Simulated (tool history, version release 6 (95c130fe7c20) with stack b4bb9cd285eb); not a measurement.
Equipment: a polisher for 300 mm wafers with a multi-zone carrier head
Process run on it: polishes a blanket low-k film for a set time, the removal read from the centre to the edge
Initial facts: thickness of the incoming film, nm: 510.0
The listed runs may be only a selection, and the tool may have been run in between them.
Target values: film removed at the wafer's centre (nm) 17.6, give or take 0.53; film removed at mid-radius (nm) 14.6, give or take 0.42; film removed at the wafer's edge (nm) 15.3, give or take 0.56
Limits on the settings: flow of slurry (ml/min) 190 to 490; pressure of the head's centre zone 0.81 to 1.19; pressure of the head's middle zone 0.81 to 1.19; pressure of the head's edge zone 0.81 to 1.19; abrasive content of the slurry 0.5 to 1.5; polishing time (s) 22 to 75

| run | hour | flow of slurry (ml/min) | pressure of the head's centre zone | pressure of the head's middle zone | pressure of the head's edge zone | abrasive content of the slurry | polishing time (s) | film removed at the wafer's centre (nm) | film removed at mid-radius (nm) | film removed at the wafer's edge (nm) |
|---|---|---|---|---|---|---|---|---|---|---|
| 1 | 0 | 315 | 1 | 1 | 1 | 1 | 48 | 16.107 | 18.175 | 17.976 |
| 2 | 4.6 | 310 | 1.04 | 0.96 | 0.95 | 0.95 | 48 | 16.2 | 17.076 | 17.177 |
| 3 | 5.6 | 310 | 1.04 | 0.96 | 0.95 | 1.1 | 48 | 17.486 | 18.422 | 18.405 |
| 4 | 13 | 310 | 1.04 | 0.96 | 0.95 | 1.2 | 48 | 18.337 | 19.201 | 18.877 |
| 5 | 15 | 310 | 1.04 | 0.96 | 0.95 | 1.05 | 48 | 17.34 | 18.086 | 17.841 |
| 6 | 20.2 | 305 | 1.07 | 0.92 | 0.92 | 1 | 48 | 17.145 | 16.958 | 17.295 |
| 7 | 25.8 | 305 | 1.1 | 0.9 | 0.89 | 0.95 | 48 | 16.955 | 16.3 | 16.838 |
| 8 | 33.1 | 330 | 1.13 | 0.88 | 0.87 | 0.95 | 47 | 17.759 | 15.693 | 15.907 |
| 9 | 35.3 | 335 | 1.13 | 0.86 | 0.86 | 0.95 | 47 | 17.35 | 15.667 | 16.177 |
| 10 | 37.2 | 335 | 1.15 | 0.85 | 0.85 | 0.95 | 47 | 18.068 | 15.377 | 15.879 |
| 11 | 39.6 | 330 | 1.15 | 0.84 | 0.84 | 0.95 | 47 | 17.777 | 15.229 | 15.783 |
| 12 | 44.8 | 330 | 1.15 | 0.83 | 0.83 | 0.95 | 47 | 17.788 | 15.158 | 15.952 |
| 13 | 47.6 | 330 | 1.16 | 0.83 | 0.83 | 0.95 | 47 | 17.948 | 15.032 | 15.888 |

Consider the 5 candidate settings below. Which is the only one whose results all fall within their allowed miss of target?
| A | 50.4 | 300 | 1.13 | 0.86 | 0.82 | 0.9 | 51 | ? | ? | ? |
| B | 50.4 | 325 | 1.17 | 0.81 | 0.84 | 1.05 | 46 | ? | ? | ? |
| C | 50.4 | 400 | 1.19 | 0.86 | 0.89 | 0.85 | 46 | ? | ? | ? |
| D | 50.4 | 335 | 1.13 | 0.9 | 0.81 | 1.1 | 40 | ? | ? | ? |
| E | 50.4 | 260 | 1 | 0.81 | 0.84 | 1 | 50 | ? | ? | ? |

| move | film removed at the wafer's centre (nm) | film removed at mid-radius (nm) | film removed at the wafer's edge (nm) |
|---|---|---|---|
| A | 18.322 | 16.415 | 16.731 |
| B | 18.591 | 15.299 | 16.535 |
| C | 17.41 | 14.757 | 15.515 |
| D | 15.998 | 14.861 | 14.465 |
| E | 16.389 | 15.871 | 17.242 |
A: further off than the last run
B: further off than the last run
C: every result within its allowed miss
D: carries the result that was furthest off beyond its target, to the other side
E: further off than the last run
The move that meets every target is C.
